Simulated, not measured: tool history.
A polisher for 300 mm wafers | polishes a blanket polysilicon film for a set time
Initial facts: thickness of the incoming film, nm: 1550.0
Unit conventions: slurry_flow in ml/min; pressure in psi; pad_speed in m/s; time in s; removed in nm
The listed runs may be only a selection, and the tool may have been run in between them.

{"run": 1, "day": 0.0, "slurry_flow": 180, "pressure": 2.3, "pad_speed": 1.04, "time": 102, "removed": 796.02}
{"run": 2, "day": 0.167, "slurry_flow": 180, "pressure": 2.3, "pad_speed": 1.04, "time": 102, "removed": 789.8}
{"run": 3, "day": 0.317, "slurry_flow": 175, "pressure": 2.2, "pad_speed": 1.04, "time": 102, "removed": 760.59}
{"run": 4, "day": 0.688, "slurry_flow": 140, "pressure": 2.2, "pad_speed": 1.04, "time": 102, "removed": 712.12}
{"run": 5, "day": 0.742, "slurry_flow": 140, "pressure": 2.2, "pad_speed": 1.12, "time": 102, "removed": 777.45}
{"run": 6, "day": 0.933, "slurry_flow": 140, "pressure": 2.5, "pad_speed": 1.12, "time": 102, "removed": 874.42}

Forecast run 7:
{"run": 7, "day": 1.167, "slurry_flow": 135, "pressure": 2.4, "pad_speed": 1.12, "time": 102, "removed": "?"}

removed: 832.6 nm
